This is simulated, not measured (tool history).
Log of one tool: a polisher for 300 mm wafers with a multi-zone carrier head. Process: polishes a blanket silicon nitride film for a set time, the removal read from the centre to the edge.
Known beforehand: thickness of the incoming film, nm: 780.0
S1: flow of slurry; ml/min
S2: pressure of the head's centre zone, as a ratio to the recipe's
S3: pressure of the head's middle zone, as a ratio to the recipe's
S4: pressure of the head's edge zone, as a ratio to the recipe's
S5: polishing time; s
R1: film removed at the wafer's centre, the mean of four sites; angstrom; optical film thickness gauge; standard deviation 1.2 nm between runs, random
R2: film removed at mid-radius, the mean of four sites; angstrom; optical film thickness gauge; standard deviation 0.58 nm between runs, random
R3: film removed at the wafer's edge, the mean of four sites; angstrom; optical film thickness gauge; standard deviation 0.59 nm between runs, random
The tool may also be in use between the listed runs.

run,hour,S1,S2,S3,S4,S5,R1,R2,R3
1,0.0,160,1.00,1.00,1.00,72,1064.00,1050.20,1025.5
2,4.7,150,1.00,0.98,0.97,72,1080.00,1013.20,991.0
3,9.0,150,1.00,0.98,0.97,63,958.18,900.04,873.2
4,14.3,150,1.00,0.98,0.97,76,1122.00,1089.10,1031.9
5,16.1,150,1.00,0.98,1.03,76,1121.30,1081.40,1088.6
6,21.4,140,0.98,0.96,1.00,75,1061.50,1035.70,1058.4

Expected results for the next run?
7,26.1,135,0.98,0.95,0.97,74,?,?,?

R1: 1038.80 angstrom
R2: 1002.60 angstrom
R3: 1019.5 angstrom
